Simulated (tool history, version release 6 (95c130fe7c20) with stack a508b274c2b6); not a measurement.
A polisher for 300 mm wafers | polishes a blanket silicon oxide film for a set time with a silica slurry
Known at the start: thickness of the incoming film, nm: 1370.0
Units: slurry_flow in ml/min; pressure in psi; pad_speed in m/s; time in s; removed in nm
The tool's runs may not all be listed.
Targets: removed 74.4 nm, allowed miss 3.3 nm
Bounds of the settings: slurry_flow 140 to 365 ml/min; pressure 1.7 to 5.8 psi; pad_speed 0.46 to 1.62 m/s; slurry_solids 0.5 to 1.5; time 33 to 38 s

run  hour  slurry_flow  pressure  pad_speed  slurry_solids  time  removed
  1     0          235       3.7       1.04              1    38   124.58
  2   7.3          235       3.2       1.04              1    38   110.07
  3   8.6          235       4.1       1.04              1    38   137.09
  4  12.1          235       4.1       1.04           1.15    38   141.49
  5  17.2          235       3.3          1           1.15    38   116.75
  6  21.5          235       2.9          1           1.15    38   102.73
  7  27.1          235       2.5       0.98           1.15    38   86.733
  8  32.1          235       2.3       0.98           1.15    38   81.569
  9  36.8          235       2.2       0.98           1.15    38   80.135
 10  40.1          235       2.2       0.98           1.15    38   79.826

5 next moves are on the table. One of them brings every result within its allowed miss. Which?
  A  43.4          230       2.6        1.1           1.05    34        ?
  B  43.4          215       2.7       1.04            0.9    38        ?
  C  43.4          225       2.7       0.88            1.2    38        ?
  D  43.4          195       2.8       0.94           0.95    33        ?
  E  43.4          255       2.3       1.02           1.15    38        ?

move  removed
   A   84.663
   B   86.496
   C   86.737
   D   72.994
   E   83.661
A: further off than the last run
B: further off than the last run
C: further off than the last run
D: meets every target
E: further off than the last run
Move D is the one to make.
